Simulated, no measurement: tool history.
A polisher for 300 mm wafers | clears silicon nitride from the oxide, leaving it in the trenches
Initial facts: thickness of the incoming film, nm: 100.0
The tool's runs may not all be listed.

run,hour,flow of slurry (ml/min),pressure of the wafer on the pad (psi),speed of the pad under the wafer (cm/s),overpolish time after the end point (s),time until the end point was called (s)
1,0.0,320,2.9,82,20,119.43
2,7.7,320,2.9,82,20,120.34
3,9.0,320,2.9,82,21,123.12
4,11.5,320,3.0,82,21,116.39
5,13.0,320,3.1,82,21,116.15
6,16.9,320,3.2,82,21,110.07

What will run 7 give?
7,19.9,320,3.3,82,21,?

time until the end point was called (s): 106.76
